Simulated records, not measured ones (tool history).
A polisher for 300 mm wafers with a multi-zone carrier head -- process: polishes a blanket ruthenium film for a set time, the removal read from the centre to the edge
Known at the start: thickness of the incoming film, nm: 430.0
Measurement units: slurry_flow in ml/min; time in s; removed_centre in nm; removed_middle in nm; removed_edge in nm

run	hour	slurry_flow	centre_zone	middle_zone	edge_zone	time	removed_centre	removed_middle	removed_edge
1	0	235	1	1	1	65	66.436	61.961	62.31
2	8.7	235	1	1	1	78	78.111	77.719	77.288
3	17.7	235	0.95	1	1	78	77.156	76.238	76.61
4	21.8	235	0.95	1	1	89	87.068	86.778	88.139
5	25.6	215	0.91	1.01	1.05	76	70.792	76.683	75.633
6	27.4	205	0.88	0.98	1.07	67	60.875	64.269	66.637
# hour 32.4: centre zone pressure recalibrated
7	32.4	205	0.88	0.98	1.07	67	56.44	61.352	67.056
8	36.1	205	0.87	0.97	1.03	62	50.324	58.012	60.14
9	39.8	210	0.89	0.94	1	59	49.947	54.427	56.61
10	48.7	210	0.89	0.92	0.99	56	47.515	49.507	53.653
11	53.5	210	0.88	0.9	0.96	55	45.817	48.042	52.752

Expected results for the next run?
12	56.3	210	0.88	0.9	0.96	55	?	?	?

Run 12 produced removed_centre 44.684 nm, removed_middle 48.952 nm, removed_edge 53.711 nm.
